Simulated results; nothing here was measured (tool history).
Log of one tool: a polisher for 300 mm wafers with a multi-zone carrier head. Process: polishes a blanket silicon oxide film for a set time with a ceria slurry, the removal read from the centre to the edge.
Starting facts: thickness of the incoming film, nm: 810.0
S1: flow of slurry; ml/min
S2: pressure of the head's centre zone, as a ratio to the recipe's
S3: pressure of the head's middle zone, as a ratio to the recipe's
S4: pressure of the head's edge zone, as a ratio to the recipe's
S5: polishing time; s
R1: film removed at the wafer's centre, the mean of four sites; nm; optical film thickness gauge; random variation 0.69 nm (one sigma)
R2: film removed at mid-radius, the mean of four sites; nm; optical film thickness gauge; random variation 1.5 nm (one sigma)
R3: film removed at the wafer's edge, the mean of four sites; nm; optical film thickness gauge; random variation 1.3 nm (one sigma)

{"run": 1, "hour": 0.0, "S1": 165, "S2": 1.0, "S3": 1.0, "S4": 1.0, "S5": 49, "R1": 131.28, "R2": 130.96, "R3": 134.36}
{"run": 2, "hour": 8.6, "S1": 200, "S2": 1.0, "S3": 1.0, "S4": 1.0, "S5": 49, "R1": 134.64, "R2": 135.59, "R3": 138.41}
{"run": 3, "hour": 17.2, "S1": 190, "S2": 1.0, "S3": 0.98, "S4": 0.96, "S5": 47, "R1": 129.17, "R2": 128.48, "R3": 131.23}
{"run": 4, "hour": 25.7, "S1": 180, "S2": 1.01, "S3": 0.97, "S4": 0.95, "S5": 45, "R1": 123.74, "R2": 117.66, "R3": 120.41}
{"run": 5, "hour": 26.9, "S1": 180, "S2": 1.01, "S3": 0.97, "S4": 0.99, "S5": 45, "R1": 123.56, "R2": 117.29, "R3": 122.86}
{"run": 6, "hour": 28.3, "S1": 180, "S2": 1.01, "S3": 0.97, "S4": 0.99, "S5": 56, "R1": 154.52, "R2": 147.9, "R3": 155.61}
{"run": 7, "hour": 35.5, "S1": 170, "S2": 1.0, "S3": 0.96, "S4": 0.96, "S5": 53, "R1": 142.07, "R2": 138.01, "R3": 142.65}
{"run": 8, "hour": 39.9, "S1": 160, "S2": 0.99, "S3": 0.94, "S4": 0.93, "S5": 51, "R1": 133.82, "R2": 126.87, "R3": 136.35}

What does the tool deliver on the next run?
{"run": 9, "hour": 48.2, "S1": 155, "S2": 1.0, "S3": 0.94, "S4": 0.92, "S5": 49, "R1": "?", "R2": "?", "R3": "?"}

R1: 128.68 nm
R2: 120.87 nm
R3: 131.06 nm
